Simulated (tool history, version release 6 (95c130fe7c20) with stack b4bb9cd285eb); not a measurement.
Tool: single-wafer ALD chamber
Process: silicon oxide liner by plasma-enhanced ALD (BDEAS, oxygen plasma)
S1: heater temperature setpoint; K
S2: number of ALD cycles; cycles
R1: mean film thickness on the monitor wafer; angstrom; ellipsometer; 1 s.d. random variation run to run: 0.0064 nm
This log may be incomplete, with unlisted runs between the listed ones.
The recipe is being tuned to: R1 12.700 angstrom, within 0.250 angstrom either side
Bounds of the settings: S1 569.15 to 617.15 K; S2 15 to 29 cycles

run  hour      S1  S2      R1
  1   0.0  593.15  22  17.867
  2   5.8  603.15  22  17.766
  3   7.8  603.15  20  16.063
  4  10.7  603.15  21  16.718
  5  17.3  596.15  21  16.893
  6  18.4  596.15  19  15.512
     20.6  -- thermocouple changed; heater temperature recalibrated
  7  20.6  596.15  19  15.504
  8  22.5  599.15  18  14.583

Pick the move, out of 5, that brings all results within their allowed miss; only one does.
  A  24.4  608.15  21   ?
  B  24.4  590.15  16   ?
  C  24.4  601.15  23   ?
  D  24.4  596.15  17   ?
  E  24.4  610.15  16   ?

move      R1
   A  16.793
   B  13.101
   C  18.564
   D  13.812
   E  12.761
A: lands further from the targets than the last run did
B: better than the last run, though not everything is in spec
C: lands further from the targets than the last run did
D: better than the last run, though not everything is in spec
E: all results in spec
E meets every target.
